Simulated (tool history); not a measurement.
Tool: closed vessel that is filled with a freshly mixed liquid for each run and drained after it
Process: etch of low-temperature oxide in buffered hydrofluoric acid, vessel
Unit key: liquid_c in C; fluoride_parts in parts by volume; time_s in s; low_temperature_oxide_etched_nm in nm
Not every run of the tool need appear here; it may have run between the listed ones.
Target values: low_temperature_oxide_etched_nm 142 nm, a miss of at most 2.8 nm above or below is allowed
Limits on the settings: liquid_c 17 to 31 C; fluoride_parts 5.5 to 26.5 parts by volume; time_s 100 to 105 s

run	hour	liquid_c	fluoride_parts	time_s	low_temperature_oxide_etched_nm
1	0	23	16	100	250.25
2	5.3	23	13.5	100	293.96
3	6.7	23	10.5	100	380.92
4	14.3	21	10.5	100	337.24
5	18.2	21	10.5	105	353.94
6	25.2	17.5	10.5	105	290.67
7	32.5	17.5	11.5	105	267.44
8	36.4	17.5	12.5	105	245.83
9	38.9	17.5	13.5	105	229.41
10	47.6	17	18.5	105	163.66
11	48.3	17	19	105	161.11
12	51.5	17	19.5	105	155.16
13	55.6	17	19.5	105	153.12
14	62.4	17	20	105	151.3

Of the 4 settings listed for the next run, only one would bring every result within its allowed miss of target. Which one?
A	69.2	18.5	22	105	?
B	69.2	17	22	105	?
C	69.2	17.5	18.5	105	?
D	69.2	18.5	19	100	?

move	low_temperature_oxide_etched_nm
A	154.13
B	141.49
C	167.97
D	164.93
A: the biggest miss grows against the last run
B: meets every target
C: the biggest miss grows against the last run
D: the biggest miss grows against the last run
Answer: B

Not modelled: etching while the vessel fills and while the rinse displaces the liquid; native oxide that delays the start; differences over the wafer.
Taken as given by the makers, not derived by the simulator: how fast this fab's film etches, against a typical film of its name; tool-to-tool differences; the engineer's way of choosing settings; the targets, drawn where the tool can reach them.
